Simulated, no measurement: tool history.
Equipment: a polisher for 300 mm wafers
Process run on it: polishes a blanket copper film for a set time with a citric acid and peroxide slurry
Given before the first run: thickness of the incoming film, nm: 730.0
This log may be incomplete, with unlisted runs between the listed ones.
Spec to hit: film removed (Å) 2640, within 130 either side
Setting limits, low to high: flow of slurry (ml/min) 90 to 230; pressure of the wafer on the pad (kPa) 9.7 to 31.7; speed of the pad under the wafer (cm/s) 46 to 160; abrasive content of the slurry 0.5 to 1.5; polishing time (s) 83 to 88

run	day	flow of slurry (ml/min)	pressure of the wafer on the pad (kPa)	speed of the pad under the wafer (cm/s)	abrasive content of the slurry	polishing time (s)	film removed (Å)
1	0	150	20.7	102	1	83	1597.7
2	0.188	170	20.7	102	1	83	1593.8
3	0.438	170	22.1	102	1	83	1747.2
4	0.721	170	22.8	102	1	83	1755
5	1.021	170	23.4	102	1	83	1851.7
6	1.129	185	23.4	102	1	83	1877.6
7	1.242	185	24.1	102	1	83	1915.8
8	1.588	185	24.8	102	1	83	1987.1
9	1.646	185	25.5	102	1	83	2016.3
10	1.862	185	26.2	102	1	83	2094.3
11	2.192	185	26.9	102	1	83	2087.7
12	2.554	185	27.6	102	1	83	2214.9
13	2.842	185	28.3	102	1	83	2256.2
14	3.129	185	29	102	1	83	2312.7
15	3.304	190	30.3	104	1	83	2437.4

Below are 4 possible settings for the next run. Only one of them brings all results inside the allowed miss of their targets. Which is it?
A	3.479	185	29.6	102	1.05	83	?
B	3.479	175	29	112	1	88	?
C	3.479	230	24.8	104	1.15	88	?
D	3.479	175	29	94	1.2	87	?

move	film removed (Å)
A	2345.7
B	2605.9
C	2246.5
D	2283.2
A: further off than the last run
B: in spec on every target
C: further off than the last run
D: further off than the last run
The right move is B.

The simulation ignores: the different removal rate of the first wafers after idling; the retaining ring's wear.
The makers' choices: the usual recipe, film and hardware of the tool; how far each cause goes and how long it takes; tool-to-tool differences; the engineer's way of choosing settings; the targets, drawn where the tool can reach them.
